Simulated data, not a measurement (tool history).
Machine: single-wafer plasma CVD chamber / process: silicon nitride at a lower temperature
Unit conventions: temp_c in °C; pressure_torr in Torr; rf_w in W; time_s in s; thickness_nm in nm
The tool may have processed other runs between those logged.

run,hour,temp_c,pressure_torr,rf_w,time_s,thickness_nm
1,0.0,330,2.01,270,28.0,33.400
2,3.9,330,2.14,270,28.0,34.257
3,4.8,322,2.14,270,28.0,34.375
4,7.8,316,2.14,270,28.0,34.494
5,14.2,316,1.91,270,28.0,33.310
6,21.7,312,1.91,270,28.0,33.144
7,29.7,312,1.76,270,28.0,32.226

Run 8 comes next. What will it give?
8,36.5,312,1.39,265,28.0,?

Run 8 measured thickness_nm 29.125 nm.

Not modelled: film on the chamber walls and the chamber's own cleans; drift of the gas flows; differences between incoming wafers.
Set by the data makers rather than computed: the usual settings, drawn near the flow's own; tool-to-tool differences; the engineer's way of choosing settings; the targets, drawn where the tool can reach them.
